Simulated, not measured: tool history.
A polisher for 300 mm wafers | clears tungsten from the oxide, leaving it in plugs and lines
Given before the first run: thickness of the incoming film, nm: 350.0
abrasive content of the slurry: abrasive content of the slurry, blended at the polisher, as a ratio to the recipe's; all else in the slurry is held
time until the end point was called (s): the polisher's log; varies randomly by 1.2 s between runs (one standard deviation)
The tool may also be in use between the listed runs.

run,hour,flow of slurry (ml/min),pressure of the wafer on the pad (psi),speed of the pad under the wafer (m/s),abrasive content of the slurry,overpolish time after the end point (s),time until the end point was called (s)
1,0,125,3.6,0.92,1,11,69.026
2,5.1,120,3.3,0.92,1,11,73.429
3,10.1,90,3.3,0.92,1,11,78.444
4,17.3,90,2.4,0.92,1,11,110.27
5,24.2,90,3.2,0.92,1,11,80.406
6,30.5,90,3.1,0.92,1,11,83.462

Run 7 comes next. What will it give?
7,31.6,90,3,0.92,1,11,?

Run 7 produced time until the end point was called (s) 86.375.
